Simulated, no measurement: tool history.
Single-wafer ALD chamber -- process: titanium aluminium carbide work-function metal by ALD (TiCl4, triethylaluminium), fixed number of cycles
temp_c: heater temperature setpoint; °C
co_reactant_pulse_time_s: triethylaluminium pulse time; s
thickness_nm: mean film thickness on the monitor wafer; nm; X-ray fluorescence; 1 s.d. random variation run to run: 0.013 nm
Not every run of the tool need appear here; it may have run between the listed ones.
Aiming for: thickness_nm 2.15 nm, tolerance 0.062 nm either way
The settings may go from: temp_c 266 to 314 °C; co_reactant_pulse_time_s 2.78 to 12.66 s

| run | hour | temp_c | co_reactant_pulse_time_s | thickness_nm |
|---|---|---|---|---|
| 1 | 0 | 290 | 7.72 | 1.8652 |
| 2 | 4.7 | 293 | 8.24 | 1.9084 |
| 3 | 12.8 | 296 | 8.76 | 1.9468 |
| 4 | 17.3 | 296 | 7.1 | 1.8656 |
| 5 | 21.5 | 298 | 7.85 | 1.9504 |
| 6 | 28.6 | 300 | 8.07 | 1.9915 |
| 7 | 31.7 | 302 | 8.21 | 2.0211 |
| 8 | 34.7 | 303 | 8.32 | 2.024 |

Exercise: of the 4 proposed moves below, exactly one satisfies all targets within the stated allowed misses. Which move is it?
| A | 37.7 | 292 | 10.66 | ? |
| B | 37.7 | 312 | 9.41 | ? |
| C | 37.7 | 302 | 7.91 | ? |
| D | 37.7 | 299 | 9.47 | ? |

| move | thickness_nm |
|---|---|
| A | 1.9988 |
| B | 2.1727 |
| C | 2.0032 |
| D | 2.0425 |
A: further off than the last run
B: all results in spec
C: further off than the last run
D: an improvement on the last run, though not all results are within tolerance
B meets every target.
